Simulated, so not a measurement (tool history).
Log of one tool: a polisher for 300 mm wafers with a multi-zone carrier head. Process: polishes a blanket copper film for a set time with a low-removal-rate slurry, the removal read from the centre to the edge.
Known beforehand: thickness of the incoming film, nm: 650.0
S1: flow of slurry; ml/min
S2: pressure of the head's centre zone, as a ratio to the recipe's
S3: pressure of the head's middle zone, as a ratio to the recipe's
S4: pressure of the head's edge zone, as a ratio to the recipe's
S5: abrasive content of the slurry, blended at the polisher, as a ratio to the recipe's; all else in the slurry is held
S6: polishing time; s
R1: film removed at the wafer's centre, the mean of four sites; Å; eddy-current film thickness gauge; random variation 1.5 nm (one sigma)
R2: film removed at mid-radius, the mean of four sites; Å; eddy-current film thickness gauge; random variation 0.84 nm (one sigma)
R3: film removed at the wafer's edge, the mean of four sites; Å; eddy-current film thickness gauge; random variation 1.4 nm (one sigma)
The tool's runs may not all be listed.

run 1 hour=0 | S1=150 S2=1 S3=1 S4=1 S5=1 S6=80 | R1=2092.3 R2=1993.8 R3=2032.6
run 2 hour=2.8 | S1=150 S2=1.03 S3=1 S4=1 S5=1 S6=80 | R1=2122 R2=2003.6 R3=2036.2
run 3 hour=6.5 | S1=150 S2=0.97 S3=1 S4=1 S5=1 S6=80 | R1=1997.5 R2=1995.8 R3=2006.8
run 4 hour=13.9 | S1=150 S2=0.97 S3=1 S4=1 S5=0.8 S6=80 | R1=1847.4 R2=1898.5 R3=1904.6
run 5 hour=14.9 | S1=145 S2=0.97 S3=0.96 S4=0.96 S5=0.7 S6=75 | R1=1684.6 R2=1651.6 R3=1692.8
run 6 hour=20.8 | S1=180 S2=0.97 S3=0.96 S4=0.96 S5=0.7 S6=75 | R1=1734.7 R2=1714.3 R3=1735.8
run 7 hour=27.7 | S1=170 S2=0.95 S3=0.93 S4=0.92 S5=0.65 S6=71 | R1=1549.6 R2=1529.5 R3=1590.6
run 8 hour=29.1 | S1=140 S2=0.97 S3=0.9 S4=0.82 S5=0.5 S6=57 | R1=1105.6 R2=1061 R3=1066.8
run 9 hour=35.5 | S1=155 S2=0.97 S3=0.9 S4=0.84 S5=0.5 S6=57 | R1=1134.8 R2=1073.8 R3=1094.9
run 10 hour=36.1 | S1=170 S2=0.97 S3=0.91 S4=0.86 S5=0.5 S6=57 | R1=1185.6 R2=1114 R3=1121
run 11 hour=39.5 | S1=180 S2=0.96 S3=0.91 S4=0.88 S5=0.5 S6=57 | R1=1159.7 R2=1118.3 R3=1122.8
run 12 hour=41.9 | S1=185 S2=0.99 S3=0.92 S4=0.98 S5=0.75 S6=58 | R1=1415.4 R2=1315.1 R3=1371.7
run 13 hour=44.2 | S1=170 S2=0.98 S3=0.92 S4=0.96 S5=0.75 S6=58 | R1=1359.1 R2=1311 R3=1347.5
run 14 hour=45.2 | S1=160 S2=0.98 S3=0.91 S4=0.94 S5=0.75 S6=58 | R1=1374 R2=1276.3 R3=1328.5

Run 15, settings as shown, results not yet in. Your forecast:
run 15 hour=45.8 | S1=155 S2=0.97 S3=0.9 S4=0.92 S5=0.75 S6=58 | R1=? R2=? R3=?

Run 15 came out at R1 1320.2 Å, R2 1259.8 Å, R3 1309.5 Å.
